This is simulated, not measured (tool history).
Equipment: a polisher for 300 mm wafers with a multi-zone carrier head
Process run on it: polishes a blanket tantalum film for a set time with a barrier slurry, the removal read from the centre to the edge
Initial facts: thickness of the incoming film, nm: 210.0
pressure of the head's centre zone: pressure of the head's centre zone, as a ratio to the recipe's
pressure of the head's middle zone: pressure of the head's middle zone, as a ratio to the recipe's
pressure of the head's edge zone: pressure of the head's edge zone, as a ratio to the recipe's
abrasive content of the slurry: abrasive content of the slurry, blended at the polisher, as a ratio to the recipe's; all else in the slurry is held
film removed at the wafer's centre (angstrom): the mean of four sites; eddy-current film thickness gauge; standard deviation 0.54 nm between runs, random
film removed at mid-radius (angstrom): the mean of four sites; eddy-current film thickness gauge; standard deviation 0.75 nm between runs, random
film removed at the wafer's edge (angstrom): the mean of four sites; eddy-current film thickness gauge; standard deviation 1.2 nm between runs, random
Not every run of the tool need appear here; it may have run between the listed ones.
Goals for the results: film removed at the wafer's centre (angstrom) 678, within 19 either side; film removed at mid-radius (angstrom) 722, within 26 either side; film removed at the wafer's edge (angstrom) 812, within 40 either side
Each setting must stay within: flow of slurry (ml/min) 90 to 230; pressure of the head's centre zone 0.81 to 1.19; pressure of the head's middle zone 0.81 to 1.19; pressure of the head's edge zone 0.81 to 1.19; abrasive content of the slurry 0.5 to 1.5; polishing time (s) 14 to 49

| run | hour | flow of slurry (ml/min) | pressure of the head's centre zone | pressure of the head's middle zone | pressure of the head's edge zone | abrasive content of the slurry | polishing time (s) | film removed at the wafer's centre (angstrom) | film removed at mid-radius (angstrom) | film removed at the wafer's edge (angstrom) |
|---|---|---|---|---|---|---|---|---|---|---|
| 1 | 0 | 150 | 1 | 1 | 1 | 1 | 31 | 660.11 | 638.62 | 639.87 |
| 2 | 2.8 | 150 | 1 | 1 | 1 | 0.9 | 31 | 632.3 | 618.41 | 611.91 |
| 3 | 7.3 | 150 | 1 | 1 | 1 | 0.9 | 24 | 486.1 | 476.6 | 474.65 |
| 4 | 13 | 150 | 1 | 1 | 1 | 0.9 | 30 | 614.82 | 598.52 | 596.04 |
| 5 | 20.3 | 150 | 1 | 1 | 1 | 0.75 | 30 | 569.03 | 552.79 | 549.76 |
| 6 | 25.3 | 155 | 0.97 | 0.99 | 1.05 | 0.9 | 30 | 601.91 | 598.39 | 623.59 |
| 7 | 32.4 | 165 | 0.95 | 1 | 1.09 | 0.95 | 30 | 614.08 | 618.08 | 659.21 |
| 8 | 38.3 | 175 | 0.93 | 1.01 | 1.12 | 1 | 30 | 614.96 | 638.86 | 671.31 |
| 9 | 39.5 | 170 | 0.92 | 1 | 1.14 | 1.1 | 30 | 625.69 | 656.9 | 705.84 |
| 10 | 46.8 | 195 | 0.89 | 0.97 | 1.19 | 1.35 | 30 | 648.49 | 699.81 | 765.92 |
| 11 | 47.5 | 195 | 0.89 | 0.96 | 1.19 | 1.4 | 30 | 658.61 | 682.07 | 782.01 |

Which single option among these 5 for the next run brings every result within its allowed miss of target? Just one does.
| A | 48.2 | 155 | 0.94 | 0.83 | 1.19 | 1.45 | 31 | ? | ? | ? |
| B | 48.2 | 200 | 0.88 | 0.96 | 1.19 | 1.5 | 31 | ? | ? | ? |
| C | 48.2 | 170 | 0.92 | 0.93 | 1.15 | 1.4 | 31 | ? | ? | ? |
| D | 48.2 | 165 | 0.82 | 1.04 | 1.14 | 1.35 | 32 | ? | ? | ? |
| E | 48.2 | 225 | 0.83 | 1.01 | 1.17 | 1.35 | 32 | ? | ? | ? |

| move | film removed at the wafer's centre (angstrom) | film removed at mid-radius (angstrom) | film removed at the wafer's edge (angstrom) |
|---|---|---|---|
| A | 688.44 | 616.28 | 790.63 |
| B | 682.86 | 719.36 | 821.9 |
| C | 681.99 | 673.71 | 779.4 |
| D | 617.95 | 743.56 | 789.77 |
| E | 660.71 | 764.47 | 830.32 |
A: lands further from the targets than the last run did
B: every result lands within tolerance
C: lands further from the targets than the last run did
D: brings the result that was furthest off to its target, and leaves another outside
E: the result that was furthest off in the last run now lies on the other side of its target
So the answer is move B, the one that meets all the targets.
